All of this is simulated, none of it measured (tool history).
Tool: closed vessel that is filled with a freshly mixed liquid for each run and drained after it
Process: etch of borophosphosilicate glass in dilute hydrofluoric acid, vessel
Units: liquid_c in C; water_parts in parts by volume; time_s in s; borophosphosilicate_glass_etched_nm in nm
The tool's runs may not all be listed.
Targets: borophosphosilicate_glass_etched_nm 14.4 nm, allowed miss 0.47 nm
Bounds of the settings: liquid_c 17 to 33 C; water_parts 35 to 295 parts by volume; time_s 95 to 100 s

run,hour,liquid_c,water_parts,time_s,borophosphosilicate_glass_etched_nm
1,0,25,165,95,20.017
2,0.7,25,130,95,26.509
3,5.9,22.5,145,95,21.284
4,13.3,20,145,95,19.428
5,20.7,17,145,95,17.003
6,27.4,17,145,95,16.698
7,31.6,17,150,95,16.188
8,33.6,17,150,95,16.119
9,42.3,17,155,95,15.652
10,47.8,17,160,95,15.317

Which of these 4 next moves meets every target?
A,53.3,17,145,95,?
B,53.3,17,150,100,?
C,53.3,19.5,180,95,?
D,53.3,17.5,160,100,?

move,borophosphosilicate_glass_etched_nm
A,16.883
B,17.096
C,14.529
D,16.2
A: further off than the last run
B: further off than the last run
C: meets every target
D: further off than the last run
Answer: C
